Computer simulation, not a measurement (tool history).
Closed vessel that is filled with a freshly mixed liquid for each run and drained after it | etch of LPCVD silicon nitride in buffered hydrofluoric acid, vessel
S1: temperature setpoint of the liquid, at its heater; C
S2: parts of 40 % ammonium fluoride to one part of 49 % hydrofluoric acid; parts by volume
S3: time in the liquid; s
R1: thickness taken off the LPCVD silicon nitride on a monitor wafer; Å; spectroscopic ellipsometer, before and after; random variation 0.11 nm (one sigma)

run	hour	S1	S2	S3	R1
1	0.0	25.0	11.0	595	83.502
2	4.9	25.0	11.0	390	54.621
3	11.8	25.0	11.0	595	84.278
4	15.0	25.0	8.5	595	105.160
5	19.5	25.0	8.5	390	67.422
6	22.7	25.0	11.0	390	54.142
7	26.1	27.0	9.5	390	68.737
8	35.8	27.5	8.0	435	94.389
9	44.7	28.5	8.0	435	98.984
10	50.2	29.5	8.0	435	105.140
11	59.0	30.0	8.0	435	106.660
12	62.8	30.5	8.0	435	107.880
13	70.1	32.0	6.5	440	146.330
14	78.2	31.5	6.5	440	140.550
15	81.9	31.0	6.5	440	137.500
16	91.5	30.5	6.5	440	137.780
17	95.2	30.0	6.5	440	132.230

The next listed run, before its measurement:
18	97.3	30.0	6.5	440	?

R1: 133.790 Å
